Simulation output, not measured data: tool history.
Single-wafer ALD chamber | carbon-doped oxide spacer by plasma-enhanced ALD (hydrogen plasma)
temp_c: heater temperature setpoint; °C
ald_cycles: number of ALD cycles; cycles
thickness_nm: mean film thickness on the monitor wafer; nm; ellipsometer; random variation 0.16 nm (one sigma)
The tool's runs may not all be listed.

Run 1, hour 0: temp_c 385 °C, ald_cycles 464 cycles. Result: thickness_nm 23.638 nm.
Run 2, hour 9.4: temp_c 385 °C, ald_cycles 477 cycles. Result: thickness_nm 24.481 nm.
Run 3, hour 18.6: temp_c 385 °C, ald_cycles 487 cycles. Result: thickness_nm 24.947 nm.
Run 4, hour 23.6: temp_c 385 °C, ald_cycles 496 cycles. Result: thickness_nm 25.454 nm.
Run 5, hour 32.6: temp_c 385 °C, ald_cycles 432 cycles. Result: thickness_nm 21.925 nm.
Run 6, hour 41.4: temp_c 385 °C, ald_cycles 449 cycles. Result: thickness_nm 23.149 nm.
Run 7, hour 43.9: temp_c 385 °C, ald_cycles 465 cycles. Result: thickness_nm 23.82 nm.
Run 8, hour 51.7: temp_c 385 °C, ald_cycles 477 cycles. Result: thickness_nm 24.336 nm.
Run 9, hour 56: temp_c 385 °C, ald_cycles 488 cycles. Result: thickness_nm 25.129 nm.

Run 10 comes next. What will it give?
Run 10, hour 63.7: temp_c 385 °C, ald_cycles 488 cycles. Result: thickness_nm ?.

Run 10 gave thickness_nm 25.033 nm.
